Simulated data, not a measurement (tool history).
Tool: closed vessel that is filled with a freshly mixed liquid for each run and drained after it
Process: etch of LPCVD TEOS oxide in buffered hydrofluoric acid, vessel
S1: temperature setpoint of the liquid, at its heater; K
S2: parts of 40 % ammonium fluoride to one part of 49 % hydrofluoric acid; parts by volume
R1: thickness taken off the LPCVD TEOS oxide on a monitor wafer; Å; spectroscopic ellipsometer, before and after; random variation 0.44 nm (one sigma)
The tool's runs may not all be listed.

{"run": 1, "day": 0.0, "S1": 298.15, "S2": 18.5, "time in the liquid (s)": 30, "R1": 404.33}
{"run": 2, "day": 0.162, "S1": 301.65, "S2": 18.5, "time in the liquid (s)": 30, "R1": 486.15}
{"run": 3, "day": 0.25, "S1": 301.65, "S2": 18.5, "time in the liquid (s)": 30, "R1": 478.34}
{"run": 4, "day": 0.371, "S1": 302.15, "S2": 18, "time in the liquid (s)": 30, "R1": 507.95}
{"run": 5, "day": 0.583, "S1": 302.65, "S2": 18, "time in the liquid (s)": 30, "R1": 520.16}
{"run": 6, "day": 0.892, "S1": 302.65, "S2": 13, "time in the liquid (s)": 30, "R1": 715.96}
{"run": 7, "day": 0.946, "S1": 302.15, "S2": 13, "time in the liquid (s)": 30, "R1": 707.88}
{"run": 8, "day": 1.083, "S1": 301.65, "S2": 13, "time in the liquid (s)": 30, "R1": 685.67}

Run 9 comes next. What will it give?
{"run": 9, "day": 1.117, "S1": 301.15, "S2": 13, "time in the liquid (s)": 30, "R1": "?"}

R1: 667.14 Å
